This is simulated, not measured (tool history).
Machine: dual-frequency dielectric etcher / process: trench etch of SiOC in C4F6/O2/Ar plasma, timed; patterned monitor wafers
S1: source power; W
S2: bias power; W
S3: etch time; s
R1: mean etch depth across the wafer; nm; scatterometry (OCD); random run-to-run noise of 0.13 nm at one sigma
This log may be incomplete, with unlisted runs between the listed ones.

run,hour,S1,S2,S3,R1
1,0.0,490,234,15.5,45.570
2,7.2,460,233,15.5,44.603
3,8.9,430,232,15.5,43.794
4,13.5,410,231,15.5,43.344
5,19.3,410,231,15.5,43.057
6,22.6,400,230,15.5,42.870
7,28.0,390,229,15.5,42.683
8,29.1,380,228,15.5,42.166
# hour 35.9: wet clean of the chamber
9,35.9,370,228,15.5,40.052
10,40.6,380,228,15.5,40.283
11,46.0,390,228,15.5,40.427

Estimate the outcome of run 12 from the log above:
12,51.4,400,228,15.5,?

Run 12 measured R1 40.633 nm.

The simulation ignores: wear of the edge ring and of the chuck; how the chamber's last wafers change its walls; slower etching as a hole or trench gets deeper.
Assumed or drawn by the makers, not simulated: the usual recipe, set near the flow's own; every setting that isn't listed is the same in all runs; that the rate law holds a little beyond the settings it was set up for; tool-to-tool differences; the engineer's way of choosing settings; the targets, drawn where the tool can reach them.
